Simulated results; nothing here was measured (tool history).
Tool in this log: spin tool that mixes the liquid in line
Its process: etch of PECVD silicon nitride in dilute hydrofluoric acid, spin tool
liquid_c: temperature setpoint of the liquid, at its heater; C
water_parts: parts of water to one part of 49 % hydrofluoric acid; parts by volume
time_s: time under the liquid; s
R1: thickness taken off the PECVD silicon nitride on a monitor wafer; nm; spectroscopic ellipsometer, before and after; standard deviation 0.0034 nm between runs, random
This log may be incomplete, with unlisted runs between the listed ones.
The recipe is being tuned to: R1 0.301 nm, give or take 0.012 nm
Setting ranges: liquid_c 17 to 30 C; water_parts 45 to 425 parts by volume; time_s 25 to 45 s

run 1 hour=0 | liquid_c=22 water_parts=235 time_s=45 | R1=0.49522
run 2 hour=0.8 | liquid_c=18.5 water_parts=235 time_s=45 | R1=0.38576
run 3 hour=9 | liquid_c=18.5 water_parts=240 time_s=45 | R1=0.38373
run 4 hour=17.4 | liquid_c=18.5 water_parts=280 time_s=45 | R1=0.32744
run 5 hour=19.8 | liquid_c=18.5 water_parts=220 time_s=45 | R1=0.41896
run 6 hour=24.3 | liquid_c=18.5 water_parts=220 time_s=25 | R1=0.23118
run 7 hour=25.7 | liquid_c=19 water_parts=220 time_s=25 | R1=0.23671
run 8 hour=30.1 | liquid_c=19 water_parts=220 time_s=25 | R1=0.23744
run 9 hour=30.9 | liquid_c=19.5 water_parts=220 time_s=25 | R1=0.24999

4 candidate next runs follow, results not yet known. Just one meets every target within its allowed miss. Identify it.
run A hour=31.7 | liquid_c=19 water_parts=280 time_s=25 | R1=?
run B hour=31.7 | liquid_c=19.5 water_parts=250 time_s=35 | R1=?
run C hour=31.7 | liquid_c=17 water_parts=270 time_s=40 | R1=?
run D hour=31.7 | liquid_c=19 water_parts=265 time_s=25 | R1=?

move=A R1=0.18572
move=B R1=0.29969
move=C R1=0.26975
move=D R1=0.19585
A: the biggest miss grows against the last run
B: all results in spec
C: nearer than the last run, and not there yet
D: the biggest miss grows against the last run
So the answer is move B, the one that meets all the targets.
